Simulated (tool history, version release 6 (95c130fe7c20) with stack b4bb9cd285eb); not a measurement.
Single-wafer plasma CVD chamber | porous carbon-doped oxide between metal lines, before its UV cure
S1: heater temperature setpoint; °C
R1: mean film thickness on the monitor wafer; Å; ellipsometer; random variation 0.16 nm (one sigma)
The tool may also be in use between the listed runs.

run 1 day=0.000 | S1=300 RF_power_(W)=615 deposition_time_(s)=11.2 | R1=673.86
run 2 day=0.162 | S1=291 RF_power_(W)=615 deposition_time_(s)=11.2 | R1=706.66
run 3 day=0.383 | S1=299 RF_power_(W)=605 deposition_time_(s)=11.2 | R1=668.79
run 4 day=0.575 | S1=292 RF_power_(W)=605 deposition_time_(s)=11.2 | R1=691.31
run 5 day=0.875 | S1=299 RF_power_(W)=605 deposition_time_(s)=11.2 | R1=667.68
run 6 day=1.042 | S1=299 RF_power_(W)=605 deposition_time_(s)=10.7 | R1=639.01
run 7 day=1.221 | S1=302 RF_power_(W)=600 deposition_time_(s)=10.7 | R1=632.06

Run 8 comes next. What will it give?
run 8 day=1.408 | S1=302 RF_power_(W)=600 deposition_time_(s)=10.7 | R1=?

{"run 8": {"R1": 629.01}}
